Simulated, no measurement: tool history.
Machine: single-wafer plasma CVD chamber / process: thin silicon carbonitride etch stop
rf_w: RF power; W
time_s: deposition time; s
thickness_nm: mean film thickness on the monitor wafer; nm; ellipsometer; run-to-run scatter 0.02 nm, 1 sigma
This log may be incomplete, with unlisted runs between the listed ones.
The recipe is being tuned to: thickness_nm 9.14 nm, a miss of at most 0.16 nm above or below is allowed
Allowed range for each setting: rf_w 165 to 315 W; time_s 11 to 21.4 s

run 1 hour=0 | rf_w=240 time_s=16.2 | thickness_nm=10.311
run 2 hour=8.7 | rf_w=240 time_s=14.1 | thickness_nm=8.9676
run 3 hour=9.7 | rf_w=240 time_s=12.4 | thickness_nm=7.8777
run 4 hour=12.1 | rf_w=245 time_s=12.5 | thickness_nm=7.9909
run 5 hour=15.3 | rf_w=250 time_s=12.6 | thickness_nm=8.0834
run 6 hour=20.4 | rf_w=215 time_s=12.6 | thickness_nm=7.7562
run 7 hour=29.4 | rf_w=225 time_s=12.7 | thickness_nm=7.9373
run 8 hour=37.1 | rf_w=230 time_s=12.8 | thickness_nm=8.0406
run 9 hour=38.6 | rf_w=235 time_s=12.9 | thickness_nm=8.1531
run 10 hour=39.9 | rf_w=240 time_s=13 | thickness_nm=8.2327
run 11 hour=46.2 | rf_w=245 time_s=13.1 | thickness_nm=8.3717

Pick the move, out of 4, that brings all results within their allowed miss; only one does.
run A hour=52.5 | rf_w=250 time_s=15 | thickness_nm=?
run B hour=52.5 | rf_w=265 time_s=14.9 | thickness_nm=?
run C hour=52.5 | rf_w=250 time_s=14.2 | thickness_nm=?
run D hour=52.5 | rf_w=230 time_s=12.6 | thickness_nm=?

move=A thickness_nm=9.6404
move=B thickness_nm=9.7302
move=C thickness_nm=9.1263
move=D thickness_nm=7.9163
A: the result that was furthest off in the last run now lies on the other side of its target
B: the result that was furthest off in the last run now lies on the other side of its target
C: every result within its allowed miss
D: its largest miss is bigger than the last run's
The move that meets every target is C.
